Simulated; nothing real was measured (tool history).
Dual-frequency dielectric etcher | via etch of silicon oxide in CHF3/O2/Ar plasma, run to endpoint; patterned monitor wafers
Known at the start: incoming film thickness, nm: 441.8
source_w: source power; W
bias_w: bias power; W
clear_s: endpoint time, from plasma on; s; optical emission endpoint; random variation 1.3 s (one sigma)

run 1 hour=0.0 | source_w=790 bias_w=219 | clear_s=186.25
run 2 hour=5.4 | source_w=650 bias_w=219 | clear_s=212.00
run 3 hour=7.5 | source_w=510 bias_w=219 | clear_s=244.73
run 4 hour=15.2 | source_w=510 bias_w=241 | clear_s=239.17
run 5 hour=23.7 | source_w=470 bias_w=241 | clear_s=248.81
run 6 hour=31.9 | source_w=470 bias_w=241 | clear_s=247.64
run 7 hour=37.1 | source_w=530 bias_w=245 | clear_s=226.87
run 8 hour=40.2 | source_w=570 bias_w=247 | clear_s=214.24
run 9 hour=41.7 | source_w=610 bias_w=248 | clear_s=205.02
run 10 hour=49.7 | source_w=640 bias_w=249 | clear_s=197.22
run 11 hour=50.5 | source_w=670 bias_w=250 | clear_s=192.99

The next listed run, before its measurement:
run 12 hour=53.3 | source_w=700 bias_w=251 | clear_s=?

{"run 12": {"clear_s": 187.56}}
